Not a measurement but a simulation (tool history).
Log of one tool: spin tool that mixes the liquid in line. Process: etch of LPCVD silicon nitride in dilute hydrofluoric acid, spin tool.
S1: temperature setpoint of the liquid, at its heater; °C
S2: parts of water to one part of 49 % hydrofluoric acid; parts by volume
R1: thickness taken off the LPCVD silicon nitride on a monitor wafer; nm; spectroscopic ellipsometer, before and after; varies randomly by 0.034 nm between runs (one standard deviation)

Run 1, hour 0: S1 22 °C, S2 80 parts by volume, time under the liquid (s) 275. Result: R1 1.6424 nm.
Run 2, hour 6.3: S1 21.5 °C, S2 80 parts by volume, time under the liquid (s) 275. Result: R1 1.6064 nm.
Run 3, hour 13.3: S1 21.5 °C, S2 80 parts by volume, time under the liquid (s) 275. Result: R1 1.4893 nm.
Run 4, hour 19.2: S1 21.5 °C, S2 80 parts by volume, time under the liquid (s) 295. Result: R1 1.5268 nm.
Run 5, hour 21.9: S1 21.5 °C, S2 60 parts by volume, time under the liquid (s) 295. Result: R1 2.1119 nm.
Run 6, hour 30.9: S1 21 °C, S2 65 parts by volume, time under the liquid (s) 295. Result: R1 1.8911 nm.
Run 7, hour 34: S1 20.5 °C, S2 65 parts by volume, time under the liquid (s) 295. Result: R1 1.899 nm.

What does the tool deliver on the next run?
Run 8, hour 35.7: S1 20.5 °C, S2 70 parts by volume, time under the liquid (s) 295. Result: R1 ?.

{"run 8": {"R1": 1.8271}}

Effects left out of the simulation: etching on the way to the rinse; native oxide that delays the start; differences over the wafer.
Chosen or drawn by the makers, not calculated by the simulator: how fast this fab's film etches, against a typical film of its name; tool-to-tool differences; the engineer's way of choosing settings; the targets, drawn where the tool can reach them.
